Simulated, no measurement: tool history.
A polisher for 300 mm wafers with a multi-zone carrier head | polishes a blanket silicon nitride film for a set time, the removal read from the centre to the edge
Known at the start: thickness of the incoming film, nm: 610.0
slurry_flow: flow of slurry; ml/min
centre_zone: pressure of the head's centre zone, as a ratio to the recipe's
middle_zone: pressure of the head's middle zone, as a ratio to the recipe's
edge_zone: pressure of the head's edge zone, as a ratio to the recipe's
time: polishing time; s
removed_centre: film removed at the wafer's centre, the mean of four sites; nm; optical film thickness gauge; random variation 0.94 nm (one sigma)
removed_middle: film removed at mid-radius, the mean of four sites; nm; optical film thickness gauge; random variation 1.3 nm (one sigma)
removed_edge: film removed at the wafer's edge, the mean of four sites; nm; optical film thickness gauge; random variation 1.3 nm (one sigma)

run	day	slurry_flow	centre_zone	middle_zone	edge_zone	time	removed_centre	removed_middle	removed_edge
1	0.000	270	1.00	1.00	1.00	62	141.73	134.16	142.61
2	0.217	270	1.00	1.00	1.08	62	141.35	135.21	148.57
3	0.375	285	1.00	1.03	1.11	63	144.65	141.50	152.50
4	0.492	285	1.00	0.97	1.11	63	144.54	137.83	154.88
5	0.812	305	0.99	1.01	1.13	64	145.48	145.56	158.99
6	1.058	325	0.99	1.03	1.14	64	146.18	147.58	159.89
7	1.217	335	0.99	1.05	1.15	64	148.15	149.33	159.14

The next listed run, before its measurement:
8	1.371	340	0.98	1.07	1.16	65	?	?	?

Run 8 gave removed_centre 148.79 nm, removed_middle 155.67 nm, removed_edge 163.17 nm.

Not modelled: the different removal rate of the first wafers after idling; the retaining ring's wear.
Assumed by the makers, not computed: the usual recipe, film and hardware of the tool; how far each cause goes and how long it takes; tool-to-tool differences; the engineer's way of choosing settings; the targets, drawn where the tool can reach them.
